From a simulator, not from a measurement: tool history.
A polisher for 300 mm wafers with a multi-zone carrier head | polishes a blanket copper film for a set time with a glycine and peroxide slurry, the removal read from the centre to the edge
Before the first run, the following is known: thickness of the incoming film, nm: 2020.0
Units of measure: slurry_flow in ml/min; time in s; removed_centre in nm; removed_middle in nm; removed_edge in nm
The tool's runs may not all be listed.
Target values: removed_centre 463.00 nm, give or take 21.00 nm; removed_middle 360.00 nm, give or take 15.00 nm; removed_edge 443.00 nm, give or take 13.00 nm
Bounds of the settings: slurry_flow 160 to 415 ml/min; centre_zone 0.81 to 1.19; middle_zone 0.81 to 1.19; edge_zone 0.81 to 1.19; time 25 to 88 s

run  hour  slurry_flow  centre_zone  middle_zone  edge_zone  time  removed_centre  removed_middle  removed_edge
  1   0.0          265         1.00         1.00       1.00    56          447.48          444.35        461.86
  2   8.6          265         1.00         1.00       1.08    56          437.33          435.11        474.58
  3  10.1          265         1.00         0.96       1.08    56          439.47          420.38        476.39
  4  12.1          265         1.00         0.93       1.08    56          448.39          418.04        484.98
  5  14.5          265         1.00         0.93       1.05    56          448.06          427.33        476.80
  6  15.3          265         1.00         0.93       1.05    67          535.65          495.30        563.53
  7  23.6          260         1.02         0.91       1.05    64          523.85          464.28        527.07
  8  31.7          260         1.02         0.91       1.05    64          528.74          468.36        543.70
  9  36.5          255         1.03         0.89       1.05    61          499.79          432.23        507.02

Which single option among these 5 for the next run brings every result within its allowed miss of target? Just one does.
  A  41.3          260         1.19         0.94       1.09    52               ?               ?             ?
  B  41.3          290         0.98         0.81       0.96    54               ?               ?             ?
  C  41.3          235         1.08         0.84       1.04    54               ?               ?             ?
  D  41.3          195         0.98         0.86       1.06    54               ?               ?             ?
  E  41.3          190         1.06         0.88       1.13    53               ?               ?             ?

move  removed_centre  removed_middle  removed_edge
   A          490.58          387.33        445.32
   B          423.25          359.75        443.35
   C          456.66          363.08        450.76
   D          404.93          362.99        447.43
   E          428.75          361.82        450.01
A: gets the furthest-off result to its target, but another result is out of tolerance
B: gets the furthest-off result to its target, but another result is out of tolerance
C: meets every target
D: gets the furthest-off result to its target, but another result is out of tolerance
E: gets the furthest-off result to its target, but another result is out of tolerance
Answer: C

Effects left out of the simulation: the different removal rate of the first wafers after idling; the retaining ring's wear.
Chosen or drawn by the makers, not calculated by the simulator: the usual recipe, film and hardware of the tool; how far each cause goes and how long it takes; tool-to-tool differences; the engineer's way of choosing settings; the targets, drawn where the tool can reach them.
